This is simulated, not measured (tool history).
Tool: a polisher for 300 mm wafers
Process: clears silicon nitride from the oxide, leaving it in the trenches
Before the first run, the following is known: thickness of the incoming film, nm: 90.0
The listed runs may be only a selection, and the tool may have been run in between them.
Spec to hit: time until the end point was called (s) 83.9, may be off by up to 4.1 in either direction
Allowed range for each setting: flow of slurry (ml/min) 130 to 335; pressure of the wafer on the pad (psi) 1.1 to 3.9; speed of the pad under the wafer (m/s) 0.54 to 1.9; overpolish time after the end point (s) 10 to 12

run	hour	flow of slurry (ml/min)	pressure of the wafer on the pad (psi)	speed of the pad under the wafer (m/s)	overpolish time after the end point (s)	time until the end point was called (s)
1	0	215	2.5	1.22	12	104.42
2	5.9	215	2.6	1.22	12	100.02
3	9.3	215	2.6	1.06	12	113.01
4	16.5	215	2.8	1.06	12	107.22
5	25.6	215	3	1.06	12	97.036
6	33.6	215	3.1	1.06	12	94.481
7	39	215	3.2	1.06	12	92.539
8	41.7	215	3.3	1.06	12	88.514

Consider the 5 candidate settings below. Which is the only one whose results all fall within their allowed miss of target?
A	44.4	220	3.6	1.04	12	?
B	44.4	225	3	1.42	10	?
C	44.4	250	3.2	1.26	11	?
D	44.4	210	3.3	1.24	12	?
E	44.4	275	3.9	1.02	10	?

move	time until the end point was called (s)
A	83.419
B	73.552
C	76.878
D	76.933
E	77.116
A: all results land within tolerance of their targets
B: takes the result that was furthest off past its target
C: takes the result that was furthest off past its target
D: takes the result that was furthest off past its target
E: takes the result that was furthest off past its target
Go with A: it meets all targets.

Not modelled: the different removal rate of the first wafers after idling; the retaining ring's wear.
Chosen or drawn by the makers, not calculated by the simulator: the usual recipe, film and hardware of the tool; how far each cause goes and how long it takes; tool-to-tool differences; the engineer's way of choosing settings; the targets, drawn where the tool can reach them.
